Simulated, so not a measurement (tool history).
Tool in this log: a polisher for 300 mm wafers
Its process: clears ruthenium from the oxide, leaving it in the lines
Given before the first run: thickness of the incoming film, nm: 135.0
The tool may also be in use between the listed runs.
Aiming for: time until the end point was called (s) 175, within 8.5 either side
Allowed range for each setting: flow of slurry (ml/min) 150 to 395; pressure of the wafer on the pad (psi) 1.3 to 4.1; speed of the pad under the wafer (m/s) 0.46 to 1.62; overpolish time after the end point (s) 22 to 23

run  hour  flow of slurry (ml/min)  pressure of the wafer on the pad (psi)  speed of the pad under the wafer (m/s)  overpolish time after the end point (s)  time until the end point was called (s)
  1     0                      250                                     2.7                                    1.04                                       22                                   92.785
  2   1.1                      250                                     3.1                                    1.04                                       22                                   81.605
  3   9.5                      205                                     3.1                                    1.04                                       22                                   82.123
  4  15.5                      205                                     2.5                                    0.98                                       22                                   108.66
  5  19.1                      205                                     2.1                                    0.96                                       22                                   130.49
  6  23.2                      205                                     2.4                                    0.96                                       22                                   113.95
  7  31.6                      205                                       2                                    0.94                                       22                                   138.72
  8  38.6                      205                                     1.8                                    0.94                                       22                                   153.53

4 next moves are on the table. One of them brings every result within its allowed miss. Which?
  A  45.6                      245                                     1.6                                     1.2                                       23                                        ?
  B  45.6                      180                                     1.3                                    0.98                                       22                                        ?
  C  45.6                      255                                     1.5                                    0.98                                       23                                        ?
  D  45.6                      195                                     1.6                                     0.8                                       23                                        ?

move  time until the end point was called (s)
   A                                      138
   B                                   207.66
   C                                    174.4
   D                                    200.7
A: moves away from the targets compared with the last run
B: takes the biggest miss from the last run beyond its target
C: hits every target within its allowed miss
D: takes the biggest miss from the last run beyond its target
So the answer is move C, the one that meets all the targets.

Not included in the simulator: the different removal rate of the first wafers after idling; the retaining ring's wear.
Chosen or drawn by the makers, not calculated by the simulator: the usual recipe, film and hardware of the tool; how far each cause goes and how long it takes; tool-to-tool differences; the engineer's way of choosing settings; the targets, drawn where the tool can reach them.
